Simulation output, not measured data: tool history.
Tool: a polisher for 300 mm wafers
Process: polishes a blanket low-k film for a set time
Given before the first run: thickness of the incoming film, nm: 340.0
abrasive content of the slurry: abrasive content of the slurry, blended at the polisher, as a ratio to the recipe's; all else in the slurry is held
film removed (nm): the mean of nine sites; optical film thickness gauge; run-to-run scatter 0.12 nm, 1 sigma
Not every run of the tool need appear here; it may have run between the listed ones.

run	day	flow of slurry (ml/min)	pressure of the wafer on the pad (kPa)	speed of the pad under the wafer (cm/s)	abrasive content of the slurry	polishing time (s)	film removed (nm)
1	0.000	235	15.2	84	1.0	89	23.184
2	0.238	275	15.2	84	1.0	89	23.607
3	0.592	250	15.2	84	1.0	89	23.734
4	0.954	250	14.5	84	1.0	89	23.197
5	1.179	250	14.5	100	1.0	89	25.319
6	1.492	250	14.5	100	1.0	89	25.112
7	1.721	220	10.3	100	1.0	89	21.455

Forecast run 8:
8	1.958	225	6.9	100	1.0	89	?

film removed (nm): 18.339
